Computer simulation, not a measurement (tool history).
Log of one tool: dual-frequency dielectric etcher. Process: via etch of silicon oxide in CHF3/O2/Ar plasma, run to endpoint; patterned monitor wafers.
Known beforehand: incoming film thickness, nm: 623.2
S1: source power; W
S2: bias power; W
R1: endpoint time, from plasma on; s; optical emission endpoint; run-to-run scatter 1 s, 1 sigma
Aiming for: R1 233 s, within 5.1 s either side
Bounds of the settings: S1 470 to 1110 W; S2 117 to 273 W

| run | day | S1 | S2 | R1 |
|---|---|---|---|---|
| 1 | 0 | 790 | 195 | 259.54 |
| 2 | 0.146 | 810 | 196 | 257.09 |
| 3 | 0.488 | 760 | 196 | 260.9 |
| 4 | 0.521 | 820 | 196 | 256.31 |
| 5 | 0.588 | 840 | 198 | 251.12 |
| 6 | 0.804 | 740 | 198 | 263.9 |
| 7 | 1.088 | 760 | 200 | 260.81 |
| 8 | 1.196 | 780 | 201 | 257.71 |

Below are 5 possible settings for the next run. Only one of them brings all results inside the allowed miss of their targets. Which is it?
| A | 1.304 | 910 | 243 | ? |
| B | 1.304 | 810 | 216 | ? |
| C | 1.304 | 890 | 197 | ? |
| D | 1.304 | 770 | 221 | ? |
| E | 1.304 | 1010 | 206 | ? |

| move | R1 |
|---|---|
| A | 225.96 |
| B | 248.12 |
| C | 249.83 |
| D | 250.09 |
| E | 233.94 |
A: carries the result that was furthest off beyond its target, to the other side
B: nearer than the last run, and not there yet
C: nearer than the last run, and not there yet
D: nearer than the last run, and not there yet
E: every result lands within tolerance
Move E is the one to make.
